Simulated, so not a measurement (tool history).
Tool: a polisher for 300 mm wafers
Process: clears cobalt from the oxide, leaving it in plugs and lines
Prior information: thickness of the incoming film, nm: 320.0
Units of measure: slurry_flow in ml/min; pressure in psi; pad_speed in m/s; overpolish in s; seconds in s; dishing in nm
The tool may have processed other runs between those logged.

run    day  slurry_flow  pressure  pad_speed  overpolish  seconds  dishing
  1  0.000          160       1.8       0.98          23   85.278   47.837
  2  0.221          160       1.7       0.98          21   89.278   46.254
  3  0.350          160       1.7       0.96          19   90.182   43.261
  4  0.596          145       1.7       0.96          19   92.955   42.166
  5  0.667          145       1.6       0.96          18   97.232   39.076
  6  0.783          145       1.6       1.14          18   84.210   42.989
  7  0.971          140       1.1       1.00           8  135.270   17.010
  8  1.092          140       1.1       0.98           9  139.740   17.950
  9  1.400          140       1.1       0.98          10  139.670   20.055

Run 10 comes next. What will it give?
 10  1.629          140       1.1       0.98          11        ?        ?

seconds: 138.950 s
dishing: 21.304 nm

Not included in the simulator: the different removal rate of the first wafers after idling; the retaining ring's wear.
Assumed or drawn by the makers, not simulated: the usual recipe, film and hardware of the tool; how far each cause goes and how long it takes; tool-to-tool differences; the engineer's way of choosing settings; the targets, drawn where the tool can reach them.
